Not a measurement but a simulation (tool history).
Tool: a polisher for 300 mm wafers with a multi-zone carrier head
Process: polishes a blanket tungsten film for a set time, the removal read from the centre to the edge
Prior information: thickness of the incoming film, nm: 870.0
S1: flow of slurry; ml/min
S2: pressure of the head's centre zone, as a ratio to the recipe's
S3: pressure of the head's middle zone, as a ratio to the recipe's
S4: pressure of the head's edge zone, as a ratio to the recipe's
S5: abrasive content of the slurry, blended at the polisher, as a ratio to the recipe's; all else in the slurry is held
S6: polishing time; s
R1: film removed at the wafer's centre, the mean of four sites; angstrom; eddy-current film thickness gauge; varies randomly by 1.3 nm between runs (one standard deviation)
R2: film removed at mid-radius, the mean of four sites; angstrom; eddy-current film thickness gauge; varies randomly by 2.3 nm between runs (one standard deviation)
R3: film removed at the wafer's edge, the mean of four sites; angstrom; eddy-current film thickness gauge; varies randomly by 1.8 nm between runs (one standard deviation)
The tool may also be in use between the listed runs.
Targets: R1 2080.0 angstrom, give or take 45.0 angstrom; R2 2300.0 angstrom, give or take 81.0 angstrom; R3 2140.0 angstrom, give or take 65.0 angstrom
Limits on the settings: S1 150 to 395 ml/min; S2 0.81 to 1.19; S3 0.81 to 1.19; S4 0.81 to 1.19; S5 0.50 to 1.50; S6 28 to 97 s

{"run": 1, "hour": 0.0, "S1": 250, "S2": 1.0, "S3": 1.0, "S4": 1.0, "S5": 1.0, "S6": 62, "R1": 3315.5, "R2": 3303.6, "R3": 3359.9}
{"run": 2, "hour": 1.2, "S1": 250, "S2": 0.98, "S3": 1.0, "S4": 0.97, "S5": 0.9, "S6": 59, "R1": 3006.1, "R2": 3060.4, "R3": 3099.1}
{"run": 3, "hour": 6.1, "S1": 250, "S2": 0.98, "S3": 1.0, "S4": 1.04, "S5": 0.9, "S6": 59, "R1": 3044.4, "R2": 3089.8, "R3": 3234.6}
{"run": 4, "hour": 12.3, "S1": 250, "S2": 0.97, "S3": 1.01, "S4": 1.01, "S5": 0.85, "S6": 57, "R1": 2889.7, "R2": 3015.0, "R3": 3017.3}
{"run": 5, "hour": 14.7, "S1": 250, "S2": 0.97, "S3": 0.93, "S4": 1.01, "S5": 0.85, "S6": 57, "R1": 2871.9, "R2": 2751.7, "R3": 3040.2}
{"run": 6, "hour": 17.3, "S1": 310, "S2": 0.97, "S3": 0.93, "S4": 1.01, "S5": 0.85, "S6": 57, "R1": 2946.2, "R2": 2838.1, "R3": 3074.0}
{"run": 7, "hour": 21.0, "S1": 315, "S2": 0.96, "S3": 0.94, "S4": 0.98, "S5": 0.8, "S6": 55, "R1": 2788.4, "R2": 2783.2, "R3": 2900.2}
{"run": 8, "hour": 27.6, "S1": 315, "S2": 0.95, "S3": 0.94, "S4": 0.96, "S5": 0.75, "S6": 53, "R1": 2658.5, "R2": 2655.7, "R3": 2765.2}
{"run": 9, "hour": 34.2, "S1": 315, "S2": 0.94, "S3": 0.95, "S4": 0.94, "S5": 0.7, "S6": 51, "R1": 2466.1, "R2": 2542.1, "R3": 2600.4}
{"run": 10, "hour": 41.0, "S1": 310, "S2": 0.94, "S3": 0.96, "S4": 0.92, "S5": 0.65, "S6": 50, "R1": 2406.1, "R2": 2489.7, "R3": 2481.9}
{"run": 11, "hour": 49.5, "S1": 300, "S2": 0.93, "S3": 0.96, "S4": 0.9, "S5": 0.6, "S6": 50, "R1": 2370.2, "R2": 2444.6, "R3": 2420.1}
{"run": 12, "hour": 58.0, "S1": 230, "S2": 0.85, "S3": 0.99, "S4": 0.81, "S5": 0.5, "S6": 48, "R1": 1992.7, "R2": 2300.5, "R3": 2171.6}
{"run": 13, "hour": 65.3, "S1": 235, "S2": 0.86, "S3": 0.99, "S4": 0.81, "S5": 0.5, "S6": 48, "R1": 1999.7, "R2": 2313.2, "R3": 2147.1}
{"run": 14, "hour": 73.5, "S1": 240, "S2": 0.87, "S3": 0.99, "S4": 0.81, "S5": 0.5, "S6": 48, "R1": 2055.9, "R2": 2291.6, "R3": 2112.5}

Which one of the following 5 next-run settings gets every result inside its allowed miss? There is exactly one.
{"run": "A", "hour": 81.7, "S1": 255, "S2": 0.83, "S3": 0.94, "S4": 0.86, "S5": 0.55, "S6": 47, "R1": "?", "R2": "?", "R3": "?"}
{"run": "B", "hour": 81.7, "S1": 225, "S2": 0.89, "S3": 0.91, "S4": 0.9, "S5": 0.5, "S6": 48, "R1": "?", "R2": "?", "R3": "?"}
{"run": "C", "hour": 81.7, "S1": 215, "S2": 0.95, "S3": 1.08, "S4": 0.81, "S5": 0.55, "S6": 45, "R1": "?", "R2": "?", "R3": "?"}
{"run": "D", "hour": 81.7, "S1": 220, "S2": 0.9, "S3": 0.99, "S4": 0.81, "S5": 0.5, "S6": 48, "R1": "?", "R2": "?", "R3": "?"}
{"run": "E", "hour": 81.7, "S1": 275, "S2": 0.88, "S3": 0.92, "S4": 0.82, "S5": 0.5, "S6": 47, "R1": "?", "R2": "?", "R3": "?"}

move=A R1=1940.4 R2=2195.7 R3=2208.6
move=B R1=2066.4 R2=2125.0 R3=2253.1
move=C R1=2075.8 R2=2307.8 R3=2019.6
move=D R1=2083.4 R2=2273.0 R3=2141.7
move=E R1=2058.9 R2=2154.9 R3=2157.0
A: its largest miss is bigger than the last run's
B: meets the target for the result that was furthest off, but another lies outside its allowed miss
C: meets the target for the result that was furthest off, but another lies outside its allowed miss
D: all results land within tolerance of their targets
E: meets the target for the result that was furthest off, but another lies outside its allowed miss
The move that meets every target is D.

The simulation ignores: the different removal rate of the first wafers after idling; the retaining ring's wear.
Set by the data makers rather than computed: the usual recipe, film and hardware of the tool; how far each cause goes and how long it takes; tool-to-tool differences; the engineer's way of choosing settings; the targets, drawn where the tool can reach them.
